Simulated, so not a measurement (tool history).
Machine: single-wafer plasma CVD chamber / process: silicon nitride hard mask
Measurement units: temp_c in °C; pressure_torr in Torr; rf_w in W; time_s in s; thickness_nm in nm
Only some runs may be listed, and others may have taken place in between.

run,day,temp_c,pressure_torr,rf_w,time_s,thickness_nm
1,0.000,390,1.95,335,17.5,22.833
2,0.042,390,1.95,355,17.5,23.469
3,0.379,390,1.95,355,16.7,22.379
4,0.479,398,1.95,355,16.7,22.235
5,0.742,398,1.95,355,17.5,23.359
# day 0.879: thermocouple changed; heater temperature recalibrated
6,0.879,398,1.95,315,17.5,21.985

The next listed run, before its measurement:
7,1.192,398,2.10,330,17.5,?

thickness_nm: 23.087 nm
